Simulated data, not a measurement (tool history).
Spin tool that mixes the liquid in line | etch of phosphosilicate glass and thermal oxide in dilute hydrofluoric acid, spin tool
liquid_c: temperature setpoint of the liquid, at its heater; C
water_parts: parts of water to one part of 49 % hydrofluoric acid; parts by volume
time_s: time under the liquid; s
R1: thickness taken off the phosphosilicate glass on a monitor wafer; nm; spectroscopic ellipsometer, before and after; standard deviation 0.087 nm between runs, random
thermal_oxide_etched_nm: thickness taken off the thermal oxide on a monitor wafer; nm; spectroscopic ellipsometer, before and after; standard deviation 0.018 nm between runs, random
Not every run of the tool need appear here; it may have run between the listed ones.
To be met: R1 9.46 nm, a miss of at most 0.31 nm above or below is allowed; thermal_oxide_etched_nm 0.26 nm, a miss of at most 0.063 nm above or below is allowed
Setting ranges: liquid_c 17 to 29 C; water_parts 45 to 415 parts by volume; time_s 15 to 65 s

run 1 hour=0 | liquid_c=21 water_parts=230 time_s=35 | R1=20.762 thermal_oxide_etched_nm=0.56695
run 2 hour=7.3 | liquid_c=21 water_parts=230 time_s=45 | R1=26.987 thermal_oxide_etched_nm=0.70696
run 3 hour=13.4 | liquid_c=20.5 water_parts=265 time_s=45 | R1=22.167 thermal_oxide_etched_nm=0.53299
run 4 hour=18 | liquid_c=18 water_parts=265 time_s=45 | R1=20.105 thermal_oxide_etched_nm=0.5298
run 5 hour=26 | liquid_c=18 water_parts=290 time_s=45 | R1=18.184 thermal_oxide_etched_nm=0.41084
run 6 hour=30.7 | liquid_c=18 water_parts=245 time_s=45 | R1=22.288 thermal_oxide_etched_nm=0.60106
run 7 hour=32.9 | liquid_c=18 water_parts=275 time_s=45 | R1=19.198 thermal_oxide_etched_nm=0.55965
run 8 hour=35.9 | liquid_c=18 water_parts=305 time_s=45 | R1=16.841 thermal_oxide_etched_nm=0.47194
run 9 hour=43.5 | liquid_c=18 water_parts=330 time_s=45 | R1=15.207 thermal_oxide_etched_nm=0.47607
run 10 hour=51.3 | liquid_c=18 water_parts=345 time_s=45 | R1=14.667 thermal_oxide_etched_nm=0.35302

Next run, 5 choices. One meets every target within its allowed miss, the rest don't. Which?
run A hour=59.1 | liquid_c=19.5 water_parts=315 time_s=45 | R1=? thermal_oxide_etched_nm=?
run B hour=59.1 | liquid_c=17 water_parts=385 time_s=35 | R1=? thermal_oxide_etched_nm=?
run C hour=59.1 | liquid_c=17 water_parts=355 time_s=25 | R1=? thermal_oxide_etched_nm=?
run D hour=59.1 | liquid_c=21.5 water_parts=330 time_s=60 | R1=? thermal_oxide_etched_nm=?
run E hour=59.1 | liquid_c=21 water_parts=380 time_s=60 | R1=? thermal_oxide_etched_nm=?

move=A R1=17.345 thermal_oxide_etched_nm=0.43981
move=B R1=9.5113 thermal_oxide_etched_nm=0.24118
move=C R1=7.5451 thermal_oxide_etched_nm=0.19132
move=D R1=23.403 thermal_oxide_etched_nm=0.59343
move=E R1=19.115 thermal_oxide_etched_nm=0.4847
A: further off than the last run
B: every result lands within tolerance
C: pushes the last run's worst result past its target
D: further off than the last run
E: further off than the last run
Correct choice: B, which meets every target
